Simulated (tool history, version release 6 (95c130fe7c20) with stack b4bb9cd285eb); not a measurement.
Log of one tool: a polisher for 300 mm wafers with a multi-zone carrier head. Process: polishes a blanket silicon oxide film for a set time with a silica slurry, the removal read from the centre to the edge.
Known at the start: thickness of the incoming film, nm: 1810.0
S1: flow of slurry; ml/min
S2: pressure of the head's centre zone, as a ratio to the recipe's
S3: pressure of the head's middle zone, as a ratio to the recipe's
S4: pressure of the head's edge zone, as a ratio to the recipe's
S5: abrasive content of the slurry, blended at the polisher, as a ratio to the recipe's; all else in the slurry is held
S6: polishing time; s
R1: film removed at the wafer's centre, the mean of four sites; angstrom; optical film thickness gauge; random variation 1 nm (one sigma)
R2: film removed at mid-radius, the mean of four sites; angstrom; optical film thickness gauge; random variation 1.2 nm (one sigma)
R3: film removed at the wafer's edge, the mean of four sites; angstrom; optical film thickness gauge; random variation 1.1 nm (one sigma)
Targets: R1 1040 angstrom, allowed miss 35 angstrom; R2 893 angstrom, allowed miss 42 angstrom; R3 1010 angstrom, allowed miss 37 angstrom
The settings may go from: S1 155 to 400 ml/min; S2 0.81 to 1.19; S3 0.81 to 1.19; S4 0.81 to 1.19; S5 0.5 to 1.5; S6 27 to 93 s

run  hour   S1    S2    S3    S4    S5  S6      R1      R2      R3
  1     0  255     1     1     1     1  59  1835.2  1817.9  1867.4
  2   8.6  255     1     1     1     1  48  1515.4  1488.8  1508.9
  3  13.9  255     1  1.03     1     1  48  1503.1  1508.3  1496.8
  4  16.2  255  1.06  1.03     1     1  48  1564.5  1470.5  1525.8
  5  17.5  245  1.05  0.99     1  0.85  45  1280.6  1182.5  1225.7
  6  20.7  245  1.05  0.92     1  0.85  45  1292.6  1155.8  1239.7
  7  28.9  220  1.04  0.82     1   0.6  42  783.39  642.45  774.85
  8  32.6  270  1.05  0.86  1.03   0.6  42  831.25  683.16  794.16
  9  37.8  270  1.05  0.86  1.03   0.6  42  820.43  687.04   794.5

5 next moves are on the table. One of them brings every result within its allowed miss. Which?
  A    43  275  0.98  0.81  1.04  0.65  47   ?   ?   ?
  B    43  270  1.02  0.96  0.95   0.9  32   ?   ?   ?
  C    43  330  1.04  0.88  1.01  0.65  47   ?   ?   ?
  D    43  260  1.03  1.05  0.91  0.65  46   ?   ?   ?
  E    43  245  1.05  0.86  1.03   0.6  49   ?   ?   ?

move      R1      R2      R3
   A  968.56  811.76  1008.4
   B  945.44  882.81  910.94
   C    1036  884.53  1006.9
   D  980.73  980.02  918.77
   E  938.96  783.28  924.73
A: nearer than the last run, and not there yet
B: nearer than the last run, and not there yet
C: meets every target
D: nearer than the last run, and not there yet
E: nearer than the last run, and not there yet
Answer: C
